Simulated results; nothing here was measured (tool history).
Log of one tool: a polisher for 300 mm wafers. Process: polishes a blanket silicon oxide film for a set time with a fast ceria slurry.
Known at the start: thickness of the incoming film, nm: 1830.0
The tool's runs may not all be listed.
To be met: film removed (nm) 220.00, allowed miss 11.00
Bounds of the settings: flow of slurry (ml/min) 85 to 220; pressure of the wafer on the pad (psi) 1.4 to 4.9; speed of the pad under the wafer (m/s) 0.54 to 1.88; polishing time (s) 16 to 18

run,hour,flow of slurry (ml/min),pressure of the wafer on the pad (psi),speed of the pad under the wafer (m/s),polishing time (s),film removed (nm)
1,0.0,140,3.1,1.20,18,453.14
2,4.6,140,3.1,1.20,18,450.09
3,6.2,140,3.1,1.40,18,511.93
4,8.0,140,3.1,1.40,16,471.07
5,13.9,140,3.1,1.40,18,512.42
6,18.6,140,3.1,1.30,18,489.41
7,20.5,140,2.6,1.20,18,380.30
8,27.8,140,2.2,1.14,18,303.55
9,34.0,140,2.0,1.14,18,283.51
10,38.6,135,1.4,1.08,18,186.56
# hour 46.6: head pressure recalibrated
11,46.6,145,1.4,1.08,18,177.99
12,51.9,140,2.1,1.10,18,255.54
13,59.9,140,2.0,1.10,18,245.19
14,65.2,140,1.9,1.10,18,239.36

Which of these 4 next moves meets every target?
A,70.5,170,2.7,0.82,18,?
B,70.5,115,2.4,1.10,17,?
C,70.5,110,1.8,1.14,18,?
D,70.5,140,2.8,0.82,18,?

move,film removed (nm)
A,257.34
B,265.67
C,218.66
D,257.25
A: further off than the last run
B: further off than the last run
C: meets every target
D: further off than the last run
The right move is C.
